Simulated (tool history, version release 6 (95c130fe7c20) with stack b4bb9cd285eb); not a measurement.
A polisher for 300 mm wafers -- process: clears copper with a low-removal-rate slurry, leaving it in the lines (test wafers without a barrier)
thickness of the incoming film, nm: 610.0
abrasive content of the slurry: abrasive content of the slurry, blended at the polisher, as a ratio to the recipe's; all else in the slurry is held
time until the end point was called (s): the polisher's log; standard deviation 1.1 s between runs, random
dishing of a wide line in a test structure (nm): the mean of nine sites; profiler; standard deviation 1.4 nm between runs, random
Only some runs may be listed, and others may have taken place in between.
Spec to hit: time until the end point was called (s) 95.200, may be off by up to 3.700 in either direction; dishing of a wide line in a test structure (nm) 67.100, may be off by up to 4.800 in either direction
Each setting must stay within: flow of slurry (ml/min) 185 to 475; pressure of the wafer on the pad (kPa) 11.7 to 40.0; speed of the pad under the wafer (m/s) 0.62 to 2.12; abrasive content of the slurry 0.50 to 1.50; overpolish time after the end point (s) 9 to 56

| run | hour | flow of slurry (ml/min) | pressure of the wafer on the pad (kPa) | speed of the pad under the wafer (m/s) | abrasive content of the slurry | overpolish time after the end point (s) | time until the end point was called (s) | dishing of a wide line in a test structure (nm) |
|---|---|---|---|---|---|---|---|---|
| 1 | 0.0 | 305 | 25.5 | 1.36 | 1.00 | 29 | 118.230 | 78.756 |
| 2 | 5.6 | 305 | 26.2 | 1.36 | 1.00 | 26 | 118.570 | 72.824 |
| 3 | 14.1 | 305 | 26.2 | 1.36 | 1.00 | 30 | 117.780 | 84.190 |
| 4 | 20.3 | 305 | 26.9 | 1.36 | 1.00 | 28 | 115.740 | 80.701 |
| 5 | 26.1 | 305 | 26.9 | 1.36 | 1.00 | 38 | 115.270 | 97.528 |
| 6 | 34.8 | 305 | 27.6 | 1.36 | 1.00 | 33 | 113.810 | 92.328 |
| 7 | 37.2 | 305 | 28.3 | 1.38 | 1.00 | 29 | 109.670 | 84.185 |
| 8 | 44.1 | 305 | 29.0 | 1.38 | 1.00 | 26 | 107.140 | 80.508 |
| 9 | 45.2 | 305 | 29.6 | 1.38 | 1.00 | 24 | 102.350 | 79.402 |
| 10 | 54.3 | 305 | 29.6 | 1.38 | 1.00 | 22 | 105.780 | 75.673 |
| 11 | 60.2 | 305 | 30.3 | 1.38 | 1.00 | 20 | 101.680 | 70.815 |
| 12 | 67.5 | 305 | 30.3 | 1.38 | 1.00 | 19 | 101.600 | 67.913 |

Which of these 5 next moves meets every target?
| A | 74.8 | 320 | 33.8 | 1.46 | 0.95 | 19 | ? | ? |
| B | 74.8 | 320 | 30.3 | 1.66 | 0.90 | 21 | ? | ? |
| C | 74.8 | 300 | 27.6 | 1.48 | 0.85 | 20 | ? | ? |
| D | 74.8 | 300 | 33.8 | 1.34 | 1.00 | 17 | ? | ? |
| E | 74.8 | 315 | 35.2 | 1.32 | 0.90 | 22 | ? | ? |

| move | time until the end point was called (s) | dishing of a wide line in a test structure (nm) |
|---|---|---|
| A | 87.652 | 76.502 |
| B | 86.380 | 81.529 |
| C | 107.300 | 68.026 |
| D | 94.783 | 67.215 |
| E | 94.405 | 80.429 |
A: pushes the last run's worst result past its target
B: pushes the last run's worst result past its target
C: the biggest miss grows against the last run
D: every result within its allowed miss
E: the worst result of the last run now meets its target, but another is out of spec
Go with D: it meets all targets.

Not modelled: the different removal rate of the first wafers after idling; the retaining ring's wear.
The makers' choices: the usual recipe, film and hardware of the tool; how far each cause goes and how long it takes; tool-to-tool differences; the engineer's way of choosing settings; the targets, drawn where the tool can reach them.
